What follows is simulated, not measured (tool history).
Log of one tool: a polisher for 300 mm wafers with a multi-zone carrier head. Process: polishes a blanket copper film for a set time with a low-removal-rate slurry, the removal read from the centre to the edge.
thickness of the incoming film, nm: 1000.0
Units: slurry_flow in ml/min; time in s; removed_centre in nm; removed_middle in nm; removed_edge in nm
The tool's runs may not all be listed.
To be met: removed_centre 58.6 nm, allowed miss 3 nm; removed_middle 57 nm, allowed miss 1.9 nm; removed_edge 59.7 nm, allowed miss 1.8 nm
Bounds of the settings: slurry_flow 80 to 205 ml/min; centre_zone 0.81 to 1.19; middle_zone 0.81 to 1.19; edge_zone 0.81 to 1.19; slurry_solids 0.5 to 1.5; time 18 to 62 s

run,hour,slurry_flow,centre_zone,middle_zone,edge_zone,slurry_solids,time,removed_centre,removed_middle,removed_edge
1,0,135,1,1,1,1,40,62.398,64.196,62.409
2,8,135,1,1,1,1.2,40,66.134,66.116,65.213
3,13.8,125,0.99,0.97,0.99,1.15,40,63.67,63.703,63.123
4,19.6,115,0.98,0.94,0.99,1.15,40,60.593,61.119,62.731
5,26,115,0.98,1.01,0.99,1.15,40,60.918,63.917,63.433
6,27.7,110,0.99,0.98,0.99,1.15,40,60.101,61.791,62.875
7,34.9,110,0.99,0.98,0.99,1.15,40,59.835,60.682,60.77
8,41.8,105,0.99,0.97,1,1.15,40,57.717,60.18,61.304

5 next moves are on the table. One of them brings every result within its allowed miss. Which?
A,48.7,135,0.95,0.99,0.99,1.3,36,?,?,?
B,48.7,110,0.99,0.94,1,1.1,39,?,?,?
C,48.7,85,0.95,0.9,1.14,1.2,40,?,?,?
D,48.7,120,1.12,0.89,1.07,1.25,36,?,?,?
E,48.7,95,0.91,1,0.97,1.2,38,?,?,?

move,removed_centre,removed_middle,removed_edge
A,57.323,60.273,60.163
B,58.258,56.936,60.552
C,52.935,52.764,63.909
D,64.253,53.198,60.708
E,50.71,56.876,57.525
A: as far off as the last run
B: meets every target
C: takes the result that was furthest off past its target
D: takes the result that was furthest off past its target
E: brings the result that was furthest off to its target, and leaves another outside
Answer: B
